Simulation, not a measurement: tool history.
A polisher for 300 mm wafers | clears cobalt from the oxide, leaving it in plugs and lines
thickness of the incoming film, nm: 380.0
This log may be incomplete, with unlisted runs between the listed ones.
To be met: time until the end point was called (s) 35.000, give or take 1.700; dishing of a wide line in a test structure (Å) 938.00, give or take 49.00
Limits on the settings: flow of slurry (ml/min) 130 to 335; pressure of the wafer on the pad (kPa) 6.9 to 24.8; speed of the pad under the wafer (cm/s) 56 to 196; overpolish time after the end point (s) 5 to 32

| run | day | flow of slurry (ml/min) | pressure of the wafer on the pad (kPa) | speed of the pad under the wafer (cm/s) | overpolish time after the end point (s) | time until the end point was called (s) | dishing of a wide line in a test structure (Å) |
|---|---|---|---|---|---|---|---|
| 1 | 0.000 | 215 | 15.9 | 126 | 16 | 51.993 | 703.42 |
| 2 | 0.121 | 215 | 15.9 | 104 | 16 | 62.412 | 632.56 |
| 3 | 0.258 | 215 | 15.9 | 128 | 16 | 51.784 | 715.73 |
| 4 | 0.442 | 215 | 17.2 | 130 | 17 | 47.678 | 761.28 |
| 5 | 0.792 | 215 | 18.6 | 130 | 17 | 43.960 | 781.12 |
| 6 | 0.992 | 215 | 22.1 | 130 | 17 | 37.043 | 822.10 |
| 7 | 1.317 | 215 | 22.1 | 130 | 18 | 38.021 | 826.83 |
| 8 | 1.475 | 215 | 22.8 | 132 | 19 | 37.526 | 861.56 |
| 9 | 1.550 | 215 | 23.4 | 132 | 20 | 34.945 | 855.79 |

4 candidate next runs follow, results not yet known. Just one meets every target within its allowed miss. Identify it.
| A | 1.625 | 210 | 24.8 | 126 | 13 | ? | ? |
| B | 1.625 | 265 | 24.8 | 138 | 17 | ? | ? |
| C | 1.625 | 265 | 20.7 | 150 | 26 | ? | ? |
| D | 1.625 | 215 | 23.4 | 132 | 15 | ? | ? |

| move | time until the end point was called (s) | dishing of a wide line in a test structure (Å) |
|---|---|---|
| A | 35.251 | 759.13 |
| B | 31.665 | 863.72 |
| C | 34.403 | 926.05 |
| D | 35.415 | 801.67 |
A: moves away from the targets compared with the last run
B: moves away from the targets compared with the last run
C: meets every target
D: moves away from the targets compared with the last run
Move C is the one to make.

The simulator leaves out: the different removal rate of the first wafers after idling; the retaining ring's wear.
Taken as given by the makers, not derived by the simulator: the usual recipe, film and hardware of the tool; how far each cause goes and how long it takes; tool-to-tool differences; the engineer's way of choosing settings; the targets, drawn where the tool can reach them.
